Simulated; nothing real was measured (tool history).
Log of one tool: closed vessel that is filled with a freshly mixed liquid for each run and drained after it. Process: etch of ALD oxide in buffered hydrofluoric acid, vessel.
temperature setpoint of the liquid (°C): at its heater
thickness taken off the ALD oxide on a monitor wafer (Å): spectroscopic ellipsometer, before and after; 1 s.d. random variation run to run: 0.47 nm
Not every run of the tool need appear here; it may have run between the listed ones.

run,day,temperature setpoint of the liquid (°C),parts of 40 % ammonium fluoride to one part of 49 % hydrofluoric acid (parts by volume),time in the liquid (s),thickness taken off the ALD oxide on a monitor wafer (Å)
1,0.000,22.0,16.5,30,419.74
2,0.062,23.0,15.5,30,473.93
3,0.433,23.0,15.5,30,477.24
4,0.683,23.0,15.5,30,474.76
5,0.862,23.0,11.5,30,636.37
6,1.154,24.0,11.5,30,668.28

What will run 7 give?
7,1.275,24.5,11.5,30,?

thickness taken off the ALD oxide on a monitor wafer (Å): 689.90
